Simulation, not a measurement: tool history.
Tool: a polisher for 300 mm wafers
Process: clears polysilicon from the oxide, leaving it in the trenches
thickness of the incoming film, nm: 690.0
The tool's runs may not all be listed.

| run | day | flow of slurry (ml/min) | pressure of the wafer on the pad (kPa) | speed of the pad under the wafer (m/s) | overpolish time after the end point (s) | time until the end point was called (s) | dishing of a wide line in a test structure (Å) |
|---|---|---|---|---|---|---|---|
| 1 | 0 | 240 | 18.6 | 1.26 | 9 | 48.811 | 455.1 |
| 2 | 0.308 | 240 | 18.6 | 1.26 | 12 | 48.271 | 491.42 |
| 3 | 0.525 | 240 | 14.5 | 1.26 | 12 | 60.075 | 475.12 |
| 4 | 0.617 | 240 | 16.5 | 1.28 | 11 | 54.225 | 476.41 |
| 5 | 0.975 | 240 | 16.5 | 1.16 | 11 | 57.78 | 470.04 |
| 6 | 1.05 | 240 | 16.5 | 0.98 | 11 | 67.164 | 444.75 |
| 7 | 1.071 | 240 | 19.3 | 1.02 | 11 | 53.907 | 470.45 |
| 8 | 1.2 | 240 | 20.7 | 1.04 | 11 | 51.597 | 466.6 |
| 9 | 1.571 | 240 | 22.1 | 1.06 | 11 | 49.376 | 488.45 |
| 10 | 1.725 | 240 | 23.4 | 1.1 | 10 | 43.948 | 482.18 |
| 11 | 1.879 | 240 | 24.1 | 1.12 | 10 | 43.688 | 490.37 |

Run 12 comes next. What will it give?
| 12 | 1.958 | 240 | 24.8 | 1.16 | 9 | ? | ? |

Run 12 gave time until the end point was called (s) 42.264, dishing of a wide line in a test structure (Å) 487.82.
